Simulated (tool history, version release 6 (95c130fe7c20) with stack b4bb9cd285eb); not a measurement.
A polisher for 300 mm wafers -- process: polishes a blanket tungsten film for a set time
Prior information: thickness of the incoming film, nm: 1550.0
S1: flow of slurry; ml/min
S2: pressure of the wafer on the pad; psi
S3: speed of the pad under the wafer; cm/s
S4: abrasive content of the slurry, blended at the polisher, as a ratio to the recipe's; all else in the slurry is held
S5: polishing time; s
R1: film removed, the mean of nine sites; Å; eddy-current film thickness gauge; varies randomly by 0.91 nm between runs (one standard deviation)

run,day,S1,S2,S3,S4,S5,R1
1,0,305,3.8,98,1,23,1211.9
2,0.1,305,3.6,98,1,23,1177
3,0.454,305,3.4,98,1,23,1094.7
4,0.733,305,4,98,1,23,1294
5,0.796,305,3.8,98,1,23,1209.7
# day 0.9: slurry blender recalibrated
6,0.9,365,3.8,98,1,23,1333.9
7,1.271,340,3.7,98,1,23,1260.6
8,1.496,315,3.6,98,1,23,1257.9
9,1.558,300,3.3,98,1,23,1149.9

For run 10, what comes out?
10,1.796,285,3.1,98,1,23,?

Run 10 produced R1 1069.2 Å.

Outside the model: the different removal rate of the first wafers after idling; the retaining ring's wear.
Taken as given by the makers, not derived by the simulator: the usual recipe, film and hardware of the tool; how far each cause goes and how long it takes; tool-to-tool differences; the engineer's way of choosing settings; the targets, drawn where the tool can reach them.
